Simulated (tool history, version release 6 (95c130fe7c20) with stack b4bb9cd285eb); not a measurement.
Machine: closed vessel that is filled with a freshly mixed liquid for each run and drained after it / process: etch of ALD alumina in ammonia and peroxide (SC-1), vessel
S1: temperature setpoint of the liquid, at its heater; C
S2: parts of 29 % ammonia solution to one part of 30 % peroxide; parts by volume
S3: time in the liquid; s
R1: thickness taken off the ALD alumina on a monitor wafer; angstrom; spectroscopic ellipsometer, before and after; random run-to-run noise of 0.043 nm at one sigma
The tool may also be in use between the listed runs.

run 1 hour=0.0 | S1=46.0 S2=0.55 S3=120 | R1=92.789
run 2 hour=8.7 | S1=46.0 S2=0.65 S3=120 | R1=93.757
run 3 hour=11.0 | S1=46.0 S2=0.80 S3=120 | R1=96.015
run 4 hour=20.2 | S1=46.0 S2=0.95 S3=120 | R1=97.647
run 5 hour=25.8 | S1=46.0 S2=0.95 S3=120 | R1=97.649
run 6 hour=32.7 | S1=46.5 S2=0.95 S3=120 | R1=99.710
run 7 hour=37.8 | S1=47.0 S2=0.95 S3=120 | R1=103.410
run 8 hour=40.7 | S1=47.5 S2=0.95 S3=120 | R1=106.210
run 9 hour=43.2 | S1=48.0 S2=0.95 S3=120 | R1=109.880
run 10 hour=45.0 | S1=48.5 S2=0.95 S3=120 | R1=112.650

Run 11, settings as shown, results not yet in. Your forecast:
run 11 hour=50.9 | S1=49.0 S2=0.95 S3=120 | R1=?

R1: 116.520 angstrom
